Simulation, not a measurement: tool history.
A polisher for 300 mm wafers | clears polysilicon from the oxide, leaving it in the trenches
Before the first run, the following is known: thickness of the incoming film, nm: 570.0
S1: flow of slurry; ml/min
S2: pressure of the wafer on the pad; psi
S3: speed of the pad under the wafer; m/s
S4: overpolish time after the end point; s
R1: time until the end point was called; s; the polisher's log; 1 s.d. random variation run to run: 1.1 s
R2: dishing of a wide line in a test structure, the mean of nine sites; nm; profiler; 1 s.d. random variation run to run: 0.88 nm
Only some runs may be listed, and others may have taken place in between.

Run 1, hour 0.0: S1 300 ml/min, S2 2.3 psi, S3 1.06 m/s, S4 23 s. Result: R1 50.769 s, R2 42.719 nm.
Run 2, hour 7.4: S1 300 ml/min, S2 2.3 psi, S3 1.28 m/s, S4 23 s. Result: R1 41.400 s, R2 41.595 nm.
Run 3, hour 10.2: S1 280 ml/min, S2 1.9 psi, S3 1.18 m/s, S4 18 s. Result: R1 52.322 s, R2 42.072 nm.
Run 4, hour 18.0: S1 285 ml/min, S2 1.6 psi, S3 1.08 m/s, S4 15 s. Result: R1 64.717 s, R2 41.457 nm.
Run 5, hour 22.4: S1 310 ml/min, S2 1.4 psi, S3 1.00 m/s, S4 13 s. Result: R1 74.475 s, R2 38.358 nm.
Run 6, hour 27.4: S1 305 ml/min, S2 1.3 psi, S3 0.96 m/s, S4 13 s. Result: R1 82.793 s, R2 35.491 nm.

Run 7, settings as shown, results not yet in. Your forecast:
Run 7, hour 35.9: S1 265 ml/min, S2 1.2 psi, S3 0.94 m/s, S4 11 s. Result: R1 ?, R2 ?.

R1: 90.545 s
R2: 35.082 nm
